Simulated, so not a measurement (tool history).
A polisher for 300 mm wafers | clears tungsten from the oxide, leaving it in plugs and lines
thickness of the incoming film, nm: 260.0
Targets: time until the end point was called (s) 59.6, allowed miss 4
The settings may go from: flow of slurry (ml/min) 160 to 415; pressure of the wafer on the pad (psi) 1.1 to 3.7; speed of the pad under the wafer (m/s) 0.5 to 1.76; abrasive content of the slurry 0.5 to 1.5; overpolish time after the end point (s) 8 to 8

run	hour	flow of slurry (ml/min)	pressure of the wafer on the pad (psi)	speed of the pad under the wafer (m/s)	abrasive content of the slurry	overpolish time after the end point (s)	time until the end point was called (s)
1	0	265	2.4	1.12	1	8	85.193
2	3.6	265	2.4	1.12	0.9	8	84.72
3	8.1	265	2.6	1.14	0.9	8	81.456
4	15.1	265	2.8	1.18	0.9	8	69.12
5	18.1	235	2.8	1.18	0.9	8	71.253
6	25.9	235	2.9	1.18	0.9	8	69.305
7	27.5	235	3	1.18	0.9	8	66.251
8	28.8	235	3.1	1.18	0.9	8	64.478

5 next moves are on the table. One of them brings every result within its allowed miss. Which?
A	30.1	285	3.2	1.34	0.65	8	?
B	30.1	235	3.5	1.32	1.05	8	?
C	30.1	230	3.4	1.4	0.95	8	?
D	30.1	160	3.1	1.24	0.65	8	?
E	30.1	265	3.7	1.22	0.95	8	?

move	time until the end point was called (s)
A	60.081
B	49.605
C	49.688
D	71.729
E	51.519
A: meets every target
B: takes the result that was furthest off past its target
C: takes the result that was furthest off past its target
D: further off than the last run
E: takes the result that was furthest off past its target
Move A is the one to make.
